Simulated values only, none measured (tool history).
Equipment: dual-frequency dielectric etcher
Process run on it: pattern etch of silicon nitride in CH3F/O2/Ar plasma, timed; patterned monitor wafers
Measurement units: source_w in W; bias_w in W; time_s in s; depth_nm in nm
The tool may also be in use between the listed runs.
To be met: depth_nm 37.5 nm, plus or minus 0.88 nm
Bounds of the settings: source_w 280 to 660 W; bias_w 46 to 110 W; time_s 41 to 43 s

Run 1, hour 0: source_w 470 W, bias_w 78 W, time_s 41 s. Result: depth_nm 31.673 nm.
Run 2, hour 5: source_w 510 W, bias_w 78 W, time_s 41 s. Result: depth_nm 33.122 nm.
Run 3, hour 11.6: source_w 530 W, bias_w 79 W, time_s 41 s. Result: depth_nm 34.463 nm.
Run 4, hour 12.2: source_w 540 W, bias_w 79 W, time_s 41 s. Result: depth_nm 34.507 nm.
Run 5, hour 19.6: source_w 550 W, bias_w 79 W, time_s 41 s. Result: depth_nm 34.636 nm.
Run 6, hour 22.6: source_w 560 W, bias_w 79 W, time_s 41 s. Result: depth_nm 35.262 nm.
Run 7, hour 31.4: source_w 570 W, bias_w 79 W, time_s 41 s. Result: depth_nm 35.27 nm.
Run 8, hour 36.3: source_w 580 W, bias_w 79 W, time_s 41 s. Result: depth_nm 35.773 nm.
Run 9, hour 38.8: source_w 590 W, bias_w 79 W, time_s 41 s. Result: depth_nm 35.685 nm.
Run 10, hour 46.6: source_w 600 W, bias_w 79 W, time_s 41 s. Result: depth_nm 36.415 nm.

Which of these 5 next moves meets every target?
Run A, hour 54.4: source_w 600 W, bias_w 76 W, time_s 42.5 s. Result: depth_nm ?.
Run B, hour 54.4: source_w 530 W, bias_w 80 W, time_s 42 s. Result: depth_nm ?.
Run C, hour 54.4: source_w 480 W, bias_w 88 W, time_s 42 s. Result: depth_nm ?.
Run D, hour 54.4: source_w 490 W, bias_w 80 W, time_s 43 s. Result: depth_nm ?.
Run E, hour 54.4: source_w 570 W, bias_w 71 W, time_s 42.5 s. Result: depth_nm ?.

move  depth_nm
   A    36.982
   B    34.847
   C    34.045
   D    34.266
   E    35.388
A: all results land within tolerance of their targets
B: moves away from the targets compared with the last run
C: moves away from the targets compared with the last run
D: moves away from the targets compared with the last run
E: moves away from the targets compared with the last run
Move A is the one to make.
